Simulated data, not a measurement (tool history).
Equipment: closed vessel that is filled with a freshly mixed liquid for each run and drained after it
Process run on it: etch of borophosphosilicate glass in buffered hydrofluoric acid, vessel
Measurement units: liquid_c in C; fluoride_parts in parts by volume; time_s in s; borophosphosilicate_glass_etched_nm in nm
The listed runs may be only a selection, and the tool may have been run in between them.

run	hour	liquid_c	fluoride_parts	time_s	borophosphosilicate_glass_etched_nm
1	0	24	18.5	100	169.31
2	2.2	22.5	18.5	100	156.05
3	5.4	20.5	18.5	100	140.84
4	10.6	20.5	21.5	100	122.71
5	19.4	19	21.5	100	113.64
6	22.4	20.5	19.5	100	133.08
7	27.5	22	18	100	155.42
8	28.8	23	16.5	100	179.38
9	33.1	27	10.5	100	346.24
10	41.8	27.5	10.5	100	354.83
11	47.4	28	10.5	100	364.73
12	50.6	28.5	10.5	100	379.15

Predict the results of run 13:
13	57	29	10.5	100	?

Run 13 gave borophosphosilicate_glass_etched_nm 388.92 nm.
